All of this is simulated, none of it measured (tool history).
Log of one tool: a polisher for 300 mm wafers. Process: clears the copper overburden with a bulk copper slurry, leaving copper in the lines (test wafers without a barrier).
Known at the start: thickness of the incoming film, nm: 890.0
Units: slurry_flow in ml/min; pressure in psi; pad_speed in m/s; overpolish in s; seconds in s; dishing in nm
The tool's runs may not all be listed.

run,hour,slurry_flow,pressure,pad_speed,slurry_solids,overpolish,seconds,dishing
1,0,235,3.1,1.04,1,11,77.424,90.462
2,6.1,235,2.7,1.02,1,9,85.004,67.168
3,11.5,245,2.4,0.96,1.05,7,100.06,47.665
4,15.1,275,2.1,0.94,1.15,6,106.86,39.119
5,20.8,275,2.1,0.94,0.95,6,113.82,37.427
6,21.3,275,2.1,0.94,0.95,9,114.79,52.631
7,25.5,300,1.9,0.92,1.1,7,118.94,40.904
8,31,260,1.8,0.92,1.2,6,120.96,35.88
9,36.6,285,1.7,0.9,1.3,5,122.73,29.152
10,39.7,305,1.6,0.9,1.35,4,128.47,23.42
11,48.2,320,1.6,0.9,1.4,4,120.65,23.202
12,56.1,365,1.4,0.84,1.5,3,142.88,16.336

The next listed run, before its measurement:
13,59.9,365,1.5,0.86,1.5,3,?,?

Run 13 gave seconds 136.01 s, dishing 17.606 nm.
